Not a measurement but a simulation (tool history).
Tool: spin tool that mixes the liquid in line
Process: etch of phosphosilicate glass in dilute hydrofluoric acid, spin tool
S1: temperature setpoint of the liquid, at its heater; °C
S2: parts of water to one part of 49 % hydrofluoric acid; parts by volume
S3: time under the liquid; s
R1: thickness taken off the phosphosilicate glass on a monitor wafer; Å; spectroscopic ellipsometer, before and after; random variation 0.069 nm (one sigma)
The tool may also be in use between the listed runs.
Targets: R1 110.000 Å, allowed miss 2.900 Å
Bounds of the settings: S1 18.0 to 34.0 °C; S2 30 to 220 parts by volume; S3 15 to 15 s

run	hour	S1	S2	S3	R1
1	0.0	26.0	125	15	63.960
2	3.2	27.0	120	15	70.144
3	6.4	27.0	155	15	51.885
4	11.4	27.0	155	15	51.915
5	16.4	27.0	130	15	64.137
6	17.0	30.0	130	15	71.607
7	19.9	30.5	125	15	75.385
8	21.2	31.0	120	15	81.360
9	25.2	31.5	115	15	87.438
# hour 32.0: thermometer replaced
10	32.0	32.0	115	15	95.957
11	37.2	32.5	115	15	98.150
12	44.2	33.5	115	15	102.420

4 next moves are on the table. One of them brings every result within its allowed miss. Which?
A	51.2	33.5	100	15	?
B	51.2	34.0	110	15	?
C	51.2	31.0	105	15	?
D	51.2	34.0	105	15	?

move	R1
A	120.160
B	109.540
C	103.660
D	115.640
A: takes the result that was furthest off past its target
B: meets every target
C: nearer than the last run, and not there yet
D: takes the result that was furthest off past its target
Move B is the one to make.
